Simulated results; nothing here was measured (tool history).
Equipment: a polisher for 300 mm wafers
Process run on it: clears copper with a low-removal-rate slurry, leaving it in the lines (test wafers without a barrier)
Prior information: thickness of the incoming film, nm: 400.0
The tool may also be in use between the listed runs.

run,hour,flow of slurry (ml/min),pressure of the wafer on the pad (psi),speed of the pad under the wafer (cm/s),abrasive content of the slurry,overpolish time after the end point (s),time until the end point was called (s),dishing of a wide line in a test structure (angstrom)
1,0,170,3.5,142,1,12,65.763,444.81
2,7.2,165,3.3,136,1,12,73.535,405.47
3,8.6,165,2.7,136,1,12,87.589,343.27
4,9.8,160,2.6,130,1,13,98.604,340.78
5,18.1,155,2.5,128,1,13,103.09,328.17
6,22,150,2.4,126,1,13,110.15,308.15
7,30.4,145,2.3,124,1,13,115.07,292.22
8,36.8,140,2.2,122,1,13,124.04,275.27

Run 9, settings as shown, results not yet in. Your forecast:
9,39.6,135,2.1,122,1,13,?,?

time until the end point was called (s): 129.99
dishing of a wide line in a test structure (angstrom): 260.53
